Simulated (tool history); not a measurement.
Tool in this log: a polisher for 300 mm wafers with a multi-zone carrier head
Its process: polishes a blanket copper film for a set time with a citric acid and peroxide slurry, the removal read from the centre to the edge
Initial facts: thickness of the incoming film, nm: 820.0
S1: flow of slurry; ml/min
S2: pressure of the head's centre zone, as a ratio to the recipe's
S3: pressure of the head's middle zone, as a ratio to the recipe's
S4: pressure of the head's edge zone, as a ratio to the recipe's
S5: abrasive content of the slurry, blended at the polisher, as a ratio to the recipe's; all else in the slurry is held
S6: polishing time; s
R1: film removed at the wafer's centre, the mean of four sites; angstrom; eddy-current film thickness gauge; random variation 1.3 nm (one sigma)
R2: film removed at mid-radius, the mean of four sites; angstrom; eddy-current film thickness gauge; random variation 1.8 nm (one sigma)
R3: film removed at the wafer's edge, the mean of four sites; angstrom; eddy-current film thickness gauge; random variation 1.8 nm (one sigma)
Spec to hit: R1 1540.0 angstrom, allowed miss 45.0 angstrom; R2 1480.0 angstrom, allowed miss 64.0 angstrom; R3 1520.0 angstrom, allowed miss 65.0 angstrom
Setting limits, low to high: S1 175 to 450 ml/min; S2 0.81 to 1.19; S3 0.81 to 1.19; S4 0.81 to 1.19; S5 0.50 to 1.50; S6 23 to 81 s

Run 1, day 0.000: S1 290 ml/min, S2 1.00, S3 1.00, S4 1.00, S5 1.00, S6 52 s. Result: R1 1160.6 angstrom, R2 1157.2 angstrom, R3 1084.1 angstrom.
Run 2, day 0.275: S1 290 ml/min, S2 0.95, S3 1.00, S4 1.00, S5 1.00, S6 52 s. Result: R1 1117.5 angstrom, R2 1161.3 angstrom, R3 1070.6 angstrom.
Run 3, day 0.546: S1 290 ml/min, S2 0.97, S3 1.00, S4 1.03, S5 1.10, S6 53 s. Result: R1 1179.6 angstrom, R2 1181.1 angstrom, R3 1152.8 angstrom.
Run 4, day 0.592: S1 295 ml/min, S2 0.99, S3 1.03, S4 1.05, S5 1.20, S6 54 s. Result: R1 1222.2 angstrom, R2 1261.2 angstrom, R3 1205.1 angstrom.
At day 0.621: edge zone pressure recalibrated.
Run 5, day 0.621: S1 295 ml/min, S2 0.99, S3 1.08, S4 1.05, S5 1.20, S6 54 s. Result: R1 1232.9 angstrom, R2 1310.1 angstrom, R3 1280.3 angstrom.
Run 6, day 0.738: S1 295 ml/min, S2 0.99, S3 1.05, S4 1.05, S5 1.20, S6 54 s. Result: R1 1244.4 angstrom, R2 1280.5 angstrom, R3 1254.7 angstrom.
Run 7, day 0.854: S1 300 ml/min, S2 1.02, S3 1.07, S4 1.06, S5 1.25, S6 54 s. Result: R1 1268.6 angstrom, R2 1312.1 angstrom, R3 1280.4 angstrom.
Run 8, day 1.112: S1 300 ml/min, S2 1.05, S3 1.08, S4 1.07, S5 1.30, S6 54 s. Result: R1 1322.1 angstrom, R2 1377.1 angstrom, R3 1283.8 angstrom.
Run 9, day 1.283: S1 300 ml/min, S2 1.05, S3 1.06, S4 1.09, S5 1.35, S6 55 s. Result: R1 1372.4 angstrom, R2 1345.7 angstrom, R3 1340.9 angstrom.
Run 10, day 1.475: S1 305 ml/min, S2 1.06, S3 1.07, S4 1.11, S5 1.40, S6 55 s. Result: R1 1394.8 angstrom, R2 1348.9 angstrom, R3 1332.5 angstrom.
Run 11, day 1.558: S1 300 ml/min, S2 1.06, S3 1.08, S4 1.12, S5 1.40, S6 56 s. Result: R1 1390.4 angstrom, R2 1416.5 angstrom, R3 1372.2 angstrom.
Run 12, day 1.654: S1 300 ml/min, S2 1.06, S3 1.08, S4 1.12, S5 1.40, S6 56 s. Result: R1 1417.2 angstrom, R2 1410.5 angstrom, R3 1402.3 angstrom.
Run 13, day 1.858: S1 300 ml/min, S2 1.07, S3 1.08, S4 1.13, S5 1.40, S6 56 s. Result: R1 1424.7 angstrom, R2 1414.8 angstrom, R3 1407.0 angstrom.
Run 14, day 1.900: S1 300 ml/min, S2 1.08, S3 1.08, S4 1.14, S5 1.40, S6 56 s. Result: R1 1409.7 angstrom, R2 1395.2 angstrom, R3 1415.4 angstrom.
Run 15, day 2.112: S1 305 ml/min, S2 1.09, S3 1.09, S4 1.15, S5 1.40, S6 56 s. Result: R1 1444.9 angstrom, R2 1419.0 angstrom, R3 1430.4 angstrom.
Run 16, day 2.325: S1 310 ml/min, S2 1.10, S3 1.09, S4 1.16, S5 1.40, S6 56 s. Result: R1 1460.0 angstrom, R2 1390.0 angstrom, R3 1446.2 angstrom.

5 candidate next runs follow, results not yet known. Just one meets every target within its allowed miss. Identify it.
Run A, day 2.538: S1 220 ml/min, S2 1.19, S3 0.99, S4 1.10, S5 1.45, S6 55 s. Result: R1 ?, R2 ?, R3 ?.
Run B, day 2.538: S1 350 ml/min, S2 1.01, S3 1.15, S4 1.12, S5 1.45, S6 57 s. Result: R1 ?, R2 ?, R3 ?.
Run C, day 2.538: S1 275 ml/min, S2 1.06, S3 1.02, S4 1.11, S5 1.15, S6 64 s. Result: R1 ?, R2 ?, R3 ?.
Run D, day 2.538: S1 320 ml/min, S2 1.16, S3 1.08, S4 1.13, S5 1.50, S6 54 s. Result: R1 ?, R2 ?, R3 ?.
Run E, day 2.538: S1 225 ml/min, S2 1.02, S3 1.04, S4 1.03, S5 1.50, S6 58 s. Result: R1 ?, R2 ?, R3 ?.

move      R1      R2      R3
   A  1491.3  1248.7  1352.6
   B  1389.7  1525.1  1450.4
   C  1527.1  1452.5  1532.9
   D  1489.0  1368.6  1384.2
   E  1382.5  1386.0  1390.7
A: further off than the last run
B: further off than the last run
C: in spec on every target
D: further off than the last run
E: further off than the last run
C is the move that brings every result within its allowed miss.
